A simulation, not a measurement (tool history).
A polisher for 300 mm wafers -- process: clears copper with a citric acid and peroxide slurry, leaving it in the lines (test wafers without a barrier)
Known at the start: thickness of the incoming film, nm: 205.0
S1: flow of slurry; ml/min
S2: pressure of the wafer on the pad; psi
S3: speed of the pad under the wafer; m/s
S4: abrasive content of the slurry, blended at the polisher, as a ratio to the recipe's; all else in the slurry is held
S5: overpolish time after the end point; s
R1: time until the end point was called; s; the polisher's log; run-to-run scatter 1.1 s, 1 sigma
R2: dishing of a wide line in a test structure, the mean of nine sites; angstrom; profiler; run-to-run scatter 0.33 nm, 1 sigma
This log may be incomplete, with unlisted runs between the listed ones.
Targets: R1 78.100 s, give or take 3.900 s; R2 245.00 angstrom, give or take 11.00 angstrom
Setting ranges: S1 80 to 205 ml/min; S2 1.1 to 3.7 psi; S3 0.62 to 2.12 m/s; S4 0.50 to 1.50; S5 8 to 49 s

Run 1, day 0.000: S1 135 ml/min, S2 2.4 psi, S3 1.36 m/s, S4 1.00, S5 25 s. Result: R1 95.233 s, R2 358.44 angstrom.
Run 2, day 0.108: S1 135 ml/min, S2 2.7 psi, S3 1.36 m/s, S4 1.00, S5 25 s. Result: R1 83.798 s, R2 405.21 angstrom.
Run 3, day 0.221: S1 115 ml/min, S2 2.7 psi, S3 1.36 m/s, S4 1.00, S5 25 s. Result: R1 87.454 s, R2 389.70 angstrom.
Run 4, day 0.500: S1 140 ml/min, S2 2.7 psi, S3 1.36 m/s, S4 1.00, S5 25 s. Result: R1 85.625 s, R2 410.76 angstrom.
Run 5, day 0.592: S1 140 ml/min, S2 2.7 psi, S3 1.36 m/s, S4 1.05, S5 25 s. Result: R1 83.595 s, R2 404.69 angstrom.
Run 6, day 0.750: S1 140 ml/min, S2 3.2 psi, S3 1.36 m/s, S4 1.05, S5 25 s. Result: R1 69.352 s, R2 490.06 angstrom.
Run 7, day 0.904: S1 150 ml/min, S2 3.1 psi, S3 1.36 m/s, S4 1.10, S5 21 s. Result: R1 72.090 s, R2 411.36 angstrom.
Run 8, day 1.183: S1 155 ml/min, S2 3.0 psi, S3 1.38 m/s, S4 1.10, S5 18 s. Result: R1 69.749 s, R2 355.55 angstrom.
Run 9, day 1.346: S1 155 ml/min, S2 2.9 psi, S3 1.38 m/s, S4 1.10, S5 17 s. Result: R1 75.444 s, R2 323.96 angstrom.
Run 10, day 1.454: S1 160 ml/min, S2 2.9 psi, S3 1.38 m/s, S4 1.10, S5 16 s. Result: R1 72.042 s, R2 317.92 angstrom.
Run 11, day 1.771: S1 160 ml/min, S2 2.8 psi, S3 1.38 m/s, S4 1.10, S5 15 s. Result: R1 77.112 s, R2 279.97 angstrom.
Run 12, day 1.875: S1 160 ml/min, S2 2.7 psi, S3 1.40 m/s, S4 1.10, S5 11 s. Result: R1 78.885 s, R2 209.90 angstrom.
Run 13, day 2.033: S1 165 ml/min, S2 2.7 psi, S3 1.38 m/s, S4 1.10, S5 12 s. Result: R1 76.169 s, R2 227.58 angstrom.
At day 2.254: head pressure recalibrated.
Run 14, day 2.254: S1 160 ml/min, S2 2.7 psi, S3 1.38 m/s, S4 1.10, S5 12 s. Result: R1 72.231 s, R2 236.92 angstrom.
Run 15, day 2.296: S1 160 ml/min, S2 2.7 psi, S3 1.36 m/s, S4 1.10, S5 13 s. Result: R1 73.160 s, R2 251.05 angstrom.
Run 16, day 2.412: S1 155 ml/min, S2 2.7 psi, S3 1.36 m/s, S4 1.10, S5 13 s. Result: R1 75.468 s, R2 259.80 angstrom.
Run 17, day 2.642: S1 155 ml/min, S2 2.6 psi, S3 1.36 m/s, S4 1.10, S5 12 s. Result: R1 78.258 s, R2 230.21 angstrom.

4 candidate next runs follow, results not yet known. Just one meets every target within its allowed miss. Identify it.
Run A, day 2.871: S1 135 ml/min, S2 2.6 psi, S3 1.32 m/s, S4 1.10, S5 15 s. Result: R1 ?, R2 ?.
Run B, day 2.871: S1 160 ml/min, S2 2.3 psi, S3 1.36 m/s, S4 1.15, S5 13 s. Result: R1 ?, R2 ?.
Run C, day 2.871: S1 175 ml/min, S2 2.5 psi, S3 1.38 m/s, S4 1.10, S5 13 s. Result: R1 ?, R2 ?.
Run D, day 2.871: S1 155 ml/min, S2 2.6 psi, S3 1.36 m/s, S4 1.20, S5 14 s. Result: R1 ?, R2 ?.

move      R1      R2
   A  82.322  268.07
   B  86.176  224.72
   C  78.092  246.58
   D  76.100  270.39
A: takes the result that was furthest off past its target
B: further off than the last run
C: each result inside its tolerance
D: takes the result that was furthest off past its target
The right move is C.
